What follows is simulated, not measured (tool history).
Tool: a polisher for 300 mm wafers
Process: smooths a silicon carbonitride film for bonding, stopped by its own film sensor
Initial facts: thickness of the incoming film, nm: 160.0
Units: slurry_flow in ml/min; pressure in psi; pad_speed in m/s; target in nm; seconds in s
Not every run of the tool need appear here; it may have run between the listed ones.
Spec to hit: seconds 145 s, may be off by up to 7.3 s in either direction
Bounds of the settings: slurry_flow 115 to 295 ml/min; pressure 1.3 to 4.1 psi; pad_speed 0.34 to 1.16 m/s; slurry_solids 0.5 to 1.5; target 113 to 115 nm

| run | day | slurry_flow | pressure | pad_speed | slurry_solids | target | seconds |
|---|---|---|---|---|---|---|---|
| 1 | 0 | 190 | 2.7 | 0.74 | 1 | 115 | 204.53 |
| 2 | 0.304 | 155 | 2.7 | 0.74 | 1 | 115 | 219.47 |
| 3 | 0.671 | 175 | 3 | 0.74 | 1 | 115 | 195.57 |
| 4 | 0.992 | 175 | 3 | 0.6 | 1 | 115 | 229.9 |
| 5 | 1.267 | 190 | 3.4 | 0.62 | 1 | 115 | 194.1 |
| 6 | 1.375 | 190 | 3.4 | 0.72 | 1 | 115 | 171.91 |
| 7 | 1.417 | 200 | 3.5 | 0.72 | 1 | 115 | 175.84 |
| 8 | 1.608 | 200 | 3.7 | 0.74 | 1 | 115 | 159.59 |
| 9 | 1.925 | 200 | 3.8 | 0.74 | 1 | 115 | 157.6 |

Below are 4 possible settings for the next run. Only one of them brings all results inside the allowed miss of their targets. Which is it?
| A | 2.242 | 205 | 3.9 | 0.8 | 0.95 | 115 | ? |
| B | 2.242 | 210 | 3.8 | 0.64 | 1.05 | 113 | ? |
| C | 2.242 | 265 | 3.5 | 0.78 | 0.9 | 114 | ? |
| D | 2.242 | 200 | 3.7 | 0.74 | 1 | 114 | ? |

| move | seconds |
|---|---|
| A | 143.41 |
| B | 173.11 |
| C | 165.01 |
| D | 159.44 |
A: in spec on every target
B: lands further from the targets than the last run did
C: lands further from the targets than the last run did
D: lands further from the targets than the last run did
Move A is the one to make.

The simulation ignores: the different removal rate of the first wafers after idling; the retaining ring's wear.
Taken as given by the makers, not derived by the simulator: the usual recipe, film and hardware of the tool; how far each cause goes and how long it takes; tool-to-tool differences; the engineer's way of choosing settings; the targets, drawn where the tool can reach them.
